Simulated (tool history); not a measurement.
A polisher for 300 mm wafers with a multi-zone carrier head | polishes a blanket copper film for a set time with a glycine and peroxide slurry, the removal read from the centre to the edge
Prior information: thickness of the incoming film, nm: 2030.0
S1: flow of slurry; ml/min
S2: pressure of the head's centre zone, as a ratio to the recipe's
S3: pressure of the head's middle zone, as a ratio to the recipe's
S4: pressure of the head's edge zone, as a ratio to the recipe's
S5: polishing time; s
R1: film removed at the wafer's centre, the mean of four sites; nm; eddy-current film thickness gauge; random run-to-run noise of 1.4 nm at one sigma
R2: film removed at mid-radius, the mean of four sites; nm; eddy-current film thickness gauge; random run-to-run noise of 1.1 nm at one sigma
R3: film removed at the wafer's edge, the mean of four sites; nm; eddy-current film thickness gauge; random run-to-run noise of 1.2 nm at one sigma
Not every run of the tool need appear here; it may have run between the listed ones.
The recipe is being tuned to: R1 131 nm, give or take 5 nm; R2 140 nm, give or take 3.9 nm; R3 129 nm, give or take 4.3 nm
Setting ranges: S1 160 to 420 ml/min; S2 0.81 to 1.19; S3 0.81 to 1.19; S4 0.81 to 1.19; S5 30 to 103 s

| run | day | S1 | S2 | S3 | S4 | S5 | R1 | R2 | R3 |
|---|---|---|---|---|---|---|---|---|---|
| 1 | 0 | 270 | 1 | 1 | 1 | 66 | 239.26 | 242.35 | 230.56 |
| 2 | 0.283 | 270 | 0.99 | 0.99 | 0.98 | 62 | 218.33 | 226.88 | 218.29 |
| 3 | 0.383 | 265 | 1 | 0.99 | 0.97 | 58 | 199.39 | 209.32 | 197.96 |
| 4 | 0.708 | 265 | 0.95 | 0.99 | 0.97 | 58 | 190.56 | 210.62 | 202.31 |
| 5 | 0.808 | 260 | 0.96 | 0.99 | 0.95 | 55 | 184.51 | 197.64 | 187.09 |
| 6 | 0.892 | 255 | 0.96 | 0.99 | 0.93 | 53 | 176.6 | 189.79 | 178.51 |
| 7 | 1.246 | 250 | 0.96 | 0.99 | 0.92 | 51 | 173.56 | 186.09 | 171.55 |
| 8 | 1.604 | 245 | 0.95 | 0.98 | 0.91 | 50 | 162.15 | 179.86 | 167.6 |
| 9 | 1.633 | 240 | 0.95 | 0.97 | 0.9 | 49 | 162.84 | 176.87 | 162.37 |
| 10 | 1.667 | 235 | 0.95 | 0.96 | 0.89 | 48 | 158.31 | 166.85 | 158.45 |
| 11 | 1.988 | 235 | 0.95 | 0.96 | 0.88 | 47 | 155.82 | 162.01 | 155.57 |
| 12 | 2.312 | 235 | 0.93 | 0.99 | 0.81 | 34 | 110.93 | 121.71 | 107.4 |
| 13 | 2.629 | 235 | 0.94 | 0.99 | 0.83 | 34 | 111.56 | 123.92 | 106.46 |
| 14 | 2.804 | 235 | 0.95 | 0.99 | 0.85 | 34 | 110.33 | 123.28 | 108.19 |
| 15 | 2.979 | 300 | 1.05 | 1.05 | 0.95 | 40 | 150.63 | 155.24 | 137.49 |
| 16 | 3.288 | 295 | 1.04 | 1.04 | 0.94 | 40 | 147.78 | 153.81 | 136 |

5 candidate next runs follow, results not yet known. Just one meets every target within its allowed miss. Identify it.
| A | 3.596 | 300 | 0.91 | 1.16 | 0.95 | 39 | ? | ? | ? |
| B | 3.596 | 315 | 0.86 | 0.95 | 1.03 | 41 | ? | ? | ? |
| C | 3.596 | 300 | 1.03 | 1.19 | 0.89 | 38 | ? | ? | ? |
| D | 3.596 | 315 | 1 | 1.03 | 0.99 | 36 | ? | ? | ? |
| E | 3.596 | 365 | 1.11 | 0.86 | 1.03 | 39 | ? | ? | ? |

| move | R1 | R2 | R3 |
|---|---|---|---|
| A | 125.59 | 164.44 | 134.85 |
| B | 125.15 | 146.54 | 148.3 |
| C | 138.67 | 163.71 | 127.43 |
| D | 128 | 137.65 | 127.6 |
| E | 155.96 | 129.76 | 142.57 |
A: moves away from the targets compared with the last run
B: moves away from the targets compared with the last run
C: moves away from the targets compared with the last run
D: every result within its allowed miss
E: takes the result that was furthest off past its target
Go with D: it meets all targets.
